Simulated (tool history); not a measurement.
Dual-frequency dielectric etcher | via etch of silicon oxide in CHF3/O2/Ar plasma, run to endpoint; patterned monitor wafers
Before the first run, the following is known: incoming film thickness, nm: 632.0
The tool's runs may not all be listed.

run	hour	source power (W)	bias power (W)	endpoint time (s)
1	0	490	140	391.97
2	5	440	133	413.1
3	12	440	154	396.46
4	18.2	400	145	415.52
5	20.3	370	138	435.54
6	21.4	400	138	424.02
7	28.5	370	134	439.35

Expected results for the next run?
8	32.7	350	132	?

{"run 8": {"endpoint time (s)": 450.92}}
